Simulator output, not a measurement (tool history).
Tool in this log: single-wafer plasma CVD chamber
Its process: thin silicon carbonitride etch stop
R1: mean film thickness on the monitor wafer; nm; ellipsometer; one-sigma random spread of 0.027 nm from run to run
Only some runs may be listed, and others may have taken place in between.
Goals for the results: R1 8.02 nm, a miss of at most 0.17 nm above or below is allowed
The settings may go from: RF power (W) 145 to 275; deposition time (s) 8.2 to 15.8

{"run": 1, "hour": 0.0, "RF power (W)": 210, "deposition time (s)": 12, "R1": 6.851}
{"run": 2, "hour": 5.2, "RF power (W)": 180, "deposition time (s)": 12, "R1": 6.5365}
{"run": 3, "hour": 10.0, "RF power (W)": 180, "deposition time (s)": 12.6, "R1": 6.8189}
{"run": 4, "hour": 12.9, "RF power (W)": 165, "deposition time (s)": 12.6, "R1": 6.6035}
{"run": 5, "hour": 15.0, "RF power (W)": 150, "deposition time (s)": 12.6, "R1": 6.3676}
{"run": 6, "hour": 19.3, "RF power (W)": 150, "deposition time (s)": 13.9, "R1": 7.0183}
{"run": 7, "hour": 25.4, "RF power (W)": 160, "deposition time (s)": 14, "R1": 7.2903}
{"run": 8, "hour": 29.1, "RF power (W)": 170, "deposition time (s)": 14.1, "R1": 7.5326}
{"run": 9, "hour": 33.9, "RF power (W)": 175, "deposition time (s)": 14.1, "R1": 7.5582}
{"run": 10, "hour": 42.4, "RF power (W)": 180, "deposition time (s)": 14.1, "R1": 7.6568}
{"run": 11, "hour": 47.2, "RF power (W)": 185, "deposition time (s)": 14.1, "R1": 7.7012}
{"run": 12, "hour": 52.7, "RF power (W)": 190, "deposition time (s)": 14.1, "R1": 7.8259}
{"run": 13, "hour": 54.6, "RF power (W)": 195, "deposition time (s)": 14.1, "R1": 7.827}

Pick the move, out of 4, that brings all results within their allowed miss; only one does.
{"run": "A", "hour": 56.5, "RF power (W)": 225, "deposition time (s)": 14.2, "R1": "?"}
{"run": "B", "hour": 56.5, "RF power (W)": 180, "deposition time (s)": 15.4, "R1": "?"}
{"run": "C", "hour": 56.5, "RF power (W)": 190, "deposition time (s)": 15.5, "R1": "?"}
{"run": "D", "hour": 56.5, "RF power (W)": 230, "deposition time (s)": 13.6, "R1": "?"}

move=A R1=8.2827
move=B R1=8.3049
move=C R1=8.5217
move=D R1=7.9931
A: carries the result that was furthest off beyond its target, to the other side
B: carries the result that was furthest off beyond its target, to the other side
C: carries the result that was furthest off beyond its target, to the other side
D: meets every target
D meets every target.

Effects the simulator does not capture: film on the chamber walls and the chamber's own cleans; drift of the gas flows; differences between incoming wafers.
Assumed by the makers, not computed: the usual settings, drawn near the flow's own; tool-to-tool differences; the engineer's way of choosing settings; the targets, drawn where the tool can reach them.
